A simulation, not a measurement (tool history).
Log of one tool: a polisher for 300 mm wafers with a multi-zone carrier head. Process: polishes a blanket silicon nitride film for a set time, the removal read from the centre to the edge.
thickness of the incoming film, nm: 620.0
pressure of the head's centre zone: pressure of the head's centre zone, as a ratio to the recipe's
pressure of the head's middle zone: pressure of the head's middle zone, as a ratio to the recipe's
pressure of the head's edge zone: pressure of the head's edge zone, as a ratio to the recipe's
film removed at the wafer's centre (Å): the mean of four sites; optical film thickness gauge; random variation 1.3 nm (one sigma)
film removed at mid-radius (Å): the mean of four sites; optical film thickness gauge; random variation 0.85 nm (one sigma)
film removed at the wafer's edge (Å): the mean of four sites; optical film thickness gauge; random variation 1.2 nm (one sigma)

| run | hour | flow of slurry (ml/min) | pressure of the head's centre zone | pressure of the head's middle zone | pressure of the head's edge zone | polishing time (s) | film removed at the wafer's centre (Å) | film removed at mid-radius (Å) | film removed at the wafer's edge (Å) |
|---|---|---|---|---|---|---|---|---|---|
| 1 | 0 | 300 | 1 | 1 | 1 | 63 | 859.08 | 836.9 | 835.65 |
| 2 | 0.9 | 300 | 1.08 | 1 | 1 | 63 | 919.43 | 831.82 | 852.64 |
| 3 | 9.7 | 300 | 1.01 | 1 | 1 | 63 | 825.85 | 841.74 | 834.88 |
| 4 | 15 | 300 | 1 | 1 | 1.02 | 64 | 844.46 | 850.17 | 856.98 |
| 5 | 21.5 | 300 | 1 | 0.94 | 1.02 | 64 | 853.69 | 810.54 | 858.38 |
| 6 | 25.9 | 300 | 0.99 | 0.95 | 1.04 | 65 | 866.52 | 838.34 | 889.15 |
| 7 | 30.1 | 300 | 0.98 | 0.96 | 1.06 | 66 | 865.51 | 839.3 | 912.55 |
| 8 | 36.5 | 300 | 0.98 | 0.98 | 1.07 | 67 | 891.43 | 855.58 | 932.48 |
| 9 | 39.1 | 300 | 0.97 | 0.99 | 1.08 | 68 | 867.07 | 887.25 | 958.86 |
| 10 | 47.2 | 305 | 0.97 | 1 | 1.08 | 68 | 863.9 | 909.33 | 938.79 |
| 11 | 56 | 305 | 0.97 | 1 | 1.09 | 68 | 884.05 | 896.9 | 951.89 |

Run 12 comes next. What will it give?
| 12 | 65 | 305 | 0.97 | 1.01 | 1.1 | 68 | ? | ? | ? |

film removed at the wafer's centre (Å): 876.86
film removed at mid-radius (Å): 917.67
film removed at the wafer's edge (Å): 954.05
